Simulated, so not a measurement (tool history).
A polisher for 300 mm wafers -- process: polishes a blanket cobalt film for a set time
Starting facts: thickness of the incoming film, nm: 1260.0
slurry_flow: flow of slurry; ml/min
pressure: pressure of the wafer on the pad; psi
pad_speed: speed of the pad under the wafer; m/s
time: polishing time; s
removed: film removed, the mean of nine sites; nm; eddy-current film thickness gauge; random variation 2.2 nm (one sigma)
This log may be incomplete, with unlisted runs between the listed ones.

run	hour	slurry_flow	pressure	pad_speed	time	removed
1	0	155	2	0.9	52	178.07
2	3.6	155	2	0.9	47	160.98
3	4.9	155	1.7	0.9	47	136.05
4	10	130	1.7	0.9	47	131.22
5	14.7	145	1.9	0.9	47	152.51
6	20.3	155	2.1	0.9	47	170.08
7	24	165	2.3	0.9	47	185.4
8	29.5	170	2.4	0.92	47	199.45
9	36	175	2.5	0.94	47	209.76
10	40.4	175	2.6	0.96	47	223.63
11	48.8	180	2.7	0.98	47	238.41
12	50.8	180	2.8	1	47	248.91
13	59.4	185	2.9	1.02	47	264.48

Run 14 comes next. What will it give?
14	62.1	200	3.1	1.12	47	?

removed: 306.66 nm
